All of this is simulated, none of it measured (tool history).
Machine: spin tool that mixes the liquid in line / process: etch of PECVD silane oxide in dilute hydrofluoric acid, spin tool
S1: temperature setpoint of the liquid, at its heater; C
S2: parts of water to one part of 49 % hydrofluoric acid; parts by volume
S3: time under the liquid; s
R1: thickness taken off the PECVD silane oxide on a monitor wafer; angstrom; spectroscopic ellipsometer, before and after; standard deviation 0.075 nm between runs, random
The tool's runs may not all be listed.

run    day    S1   S2  S3      R1
  1  0.000  22.0  100  45  117.23
  2  0.329  20.5  100  45  109.44
  3  0.688  21.5  100  45  114.96
  4  0.754  21.5  100  50  126.35
  5  0.975  19.5  100  50  116.10
  6  1.112  19.5  100  50  115.55
  7  1.192  20.0  100  50  119.74
  8  1.400  20.5  100  50  121.70
  9  1.692  21.0  100  50  123.82

Expected results for the next run?
 10  1.975  21.5  100  50   ?

{"run 10": {"R1": 127.88}}
